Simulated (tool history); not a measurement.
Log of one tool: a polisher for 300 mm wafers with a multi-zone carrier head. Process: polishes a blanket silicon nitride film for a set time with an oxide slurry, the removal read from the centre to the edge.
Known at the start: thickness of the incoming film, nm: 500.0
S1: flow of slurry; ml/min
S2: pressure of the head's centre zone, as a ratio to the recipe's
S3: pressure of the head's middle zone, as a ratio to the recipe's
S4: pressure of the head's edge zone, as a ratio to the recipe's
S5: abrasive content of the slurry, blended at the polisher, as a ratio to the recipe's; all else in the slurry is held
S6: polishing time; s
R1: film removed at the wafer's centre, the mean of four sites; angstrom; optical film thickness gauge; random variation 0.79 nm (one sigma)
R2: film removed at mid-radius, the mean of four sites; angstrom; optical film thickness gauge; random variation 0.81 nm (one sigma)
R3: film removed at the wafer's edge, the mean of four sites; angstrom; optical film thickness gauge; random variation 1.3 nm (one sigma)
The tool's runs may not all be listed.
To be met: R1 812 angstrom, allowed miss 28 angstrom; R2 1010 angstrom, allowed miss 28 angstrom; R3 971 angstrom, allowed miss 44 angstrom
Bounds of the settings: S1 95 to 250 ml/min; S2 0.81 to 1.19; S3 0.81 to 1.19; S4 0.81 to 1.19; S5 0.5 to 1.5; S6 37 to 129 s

run  hour   S1    S2    S3    S4    S5  S6      R1      R2      R3
  1     0  160     1     1     1     1  83  593.41  587.37  580.18
  2   5.9  135     1     1     1     1  83  570.68  559.65  577.99
  3  11.4  135     1     1  0.93     1  83  575.39  577.71  553.02
  4  15.5  140  0.98  1.03  0.97   1.1  86  616.53  626.87  605.33
  5  18.8  145  0.95  1.06     1  1.15  89  620.03  693.86  664.05
  6  25.5  150  0.95  1.08  1.03   1.2  90  653.07  725.14  693.44
  7  26.2  155  0.94  1.09  1.05  1.25  92  671.98  766.25  732.44
  8  30.8  160  0.93   1.1  1.07   1.3  93  703.73  807.03  761.91

Which of these 5 next moves meets every target?
  A  35.4  160  0.99  1.09  1.05   1.3   85   ?   ?   ?
  B  35.4  140   0.9  1.01  1.17  1.15   86   ?   ?   ?
  C  35.4  125  0.87   1.1  1.09   1.4  118   ?   ?   ?
  D  35.4  100  0.81  1.01  1.18   1.3  124   ?   ?   ?
  E  35.4  150  0.91  0.95  1.19   1.4  115   ?   ?   ?

move      R1      R2      R3
   A  669.84  718.97  694.43
   B  569.51  630.77  690.81
   C  800.33  987.77  976.74
   D  715.35  887.33  999.19
   E  848.62  881.96  1022.7
A: further off than the last run
B: further off than the last run
C: meets every target
D: nearer than the last run, and not there yet
E: nearer than the last run, and not there yet
Answer: C

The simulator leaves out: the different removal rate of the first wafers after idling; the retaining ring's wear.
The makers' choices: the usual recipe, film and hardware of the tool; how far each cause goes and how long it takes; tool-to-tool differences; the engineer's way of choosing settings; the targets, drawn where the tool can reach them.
